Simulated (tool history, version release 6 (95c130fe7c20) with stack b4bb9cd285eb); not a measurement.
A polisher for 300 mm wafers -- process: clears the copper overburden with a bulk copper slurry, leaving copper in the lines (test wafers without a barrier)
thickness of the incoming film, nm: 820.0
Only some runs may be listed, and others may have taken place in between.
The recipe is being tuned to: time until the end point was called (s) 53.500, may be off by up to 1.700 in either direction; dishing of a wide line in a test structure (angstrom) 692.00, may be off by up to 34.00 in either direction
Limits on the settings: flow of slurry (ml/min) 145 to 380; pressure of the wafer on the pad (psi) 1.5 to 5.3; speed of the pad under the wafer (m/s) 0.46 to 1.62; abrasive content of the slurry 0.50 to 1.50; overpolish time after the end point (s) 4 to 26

| run | hour | flow of slurry (ml/min) | pressure of the wafer on the pad (psi) | speed of the pad under the wafer (m/s) | abrasive content of the slurry | overpolish time after the end point (s) | time until the end point was called (s) | dishing of a wide line in a test structure (angstrom) |
|---|---|---|---|---|---|---|---|---|
| 1 | 0.0 | 245 | 3.4 | 1.04 | 1.00 | 13 | 71.984 | 697.13 |
| 2 | 1.8 | 245 | 3.4 | 1.04 | 0.80 | 13 | 78.668 | 694.96 |
| 3 | 4.2 | 245 | 3.4 | 1.14 | 0.80 | 13 | 71.397 | 701.87 |
| 4 | 12.4 | 245 | 3.4 | 1.14 | 0.80 | 10 | 71.394 | 612.13 |
| 5 | 17.3 | 245 | 3.5 | 1.14 | 0.80 | 10 | 69.526 | 627.08 |
| 6 | 20.6 | 245 | 2.6 | 1.14 | 0.80 | 10 | 92.992 | 491.58 |
| 7 | 25.3 | 245 | 2.9 | 1.14 | 0.80 | 10 | 82.938 | 536.23 |
| 8 | 33.2 | 245 | 3.1 | 1.14 | 0.80 | 10 | 77.796 | 568.23 |
| 9 | 37.1 | 245 | 3.3 | 1.14 | 0.80 | 10 | 73.245 | 595.28 |

Exercise: of the 4 proposed moves below, exactly one satisfies all targets within the stated allowed misses. Which move is it?
| A | 41.0 | 165 | 3.7 | 1.38 | 0.75 | 12 | ? | ? |
| B | 41.0 | 195 | 4.2 | 1.10 | 0.95 | 11 | ? | ? |
| C | 41.0 | 305 | 3.7 | 1.28 | 1.05 | 9 | ? | ? |
| D | 41.0 | 350 | 3.3 | 1.54 | 0.60 | 12 | ? | ? |

| move | time until the end point was called (s) | dishing of a wide line in a test structure (angstrom) |
|---|---|---|
| A | 57.138 | 762.27 |
| B | 57.654 | 732.56 |
| C | 52.371 | 675.46 |
| D | 56.973 | 750.18 |
A: moves toward the targets from the last run without getting all of them in spec
B: moves toward the targets from the last run without getting all of them in spec
C: meets every target
D: moves toward the targets from the last run without getting all of them in spec
Go with C: it meets all targets.
